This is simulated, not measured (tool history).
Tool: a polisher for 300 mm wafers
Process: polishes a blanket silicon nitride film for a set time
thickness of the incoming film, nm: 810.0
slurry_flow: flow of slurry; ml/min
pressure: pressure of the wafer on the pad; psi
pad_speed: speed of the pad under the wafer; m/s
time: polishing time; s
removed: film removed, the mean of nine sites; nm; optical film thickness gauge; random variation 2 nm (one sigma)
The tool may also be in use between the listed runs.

Run 1, hour 0.0: slurry_flow 320 ml/min, pressure 3.7 psi, pad_speed 1.20 m/s, time 35 s. Result: removed 71.508 nm.
Run 2, hour 7.0: slurry_flow 320 ml/min, pressure 4.0 psi, pad_speed 1.24 m/s, time 35 s. Result: removed 77.886 nm.
Run 3, hour 15.9: slurry_flow 320 ml/min, pressure 4.3 psi, pad_speed 1.30 m/s, time 35 s. Result: removed 85.523 nm.
Run 4, hour 24.1: slurry_flow 320 ml/min, pressure 4.7 psi, pad_speed 1.30 m/s, time 35 s. Result: removed 93.575 nm.
Run 5, hour 29.4: slurry_flow 320 ml/min, pressure 4.9 psi, pad_speed 1.36 m/s, time 35 s. Result: removed 103.280 nm.
Run 6, hour 30.3: slurry_flow 320 ml/min, pressure 5.0 psi, pad_speed 1.40 m/s, time 35 s. Result: removed 105.000 nm.
Run 7, hour 32.9: slurry_flow 320 ml/min, pressure 5.1 psi, pad_speed 1.44 m/s, time 35 s. Result: removed 112.120 nm.

Forecast run 8:
Run 8, hour 35.3: slurry_flow 320 ml/min, pressure 5.2 psi, pad_speed 1.46 m/s, time 35 s. Result: removed ?.

Run 8 gave removed 116.790 nm.
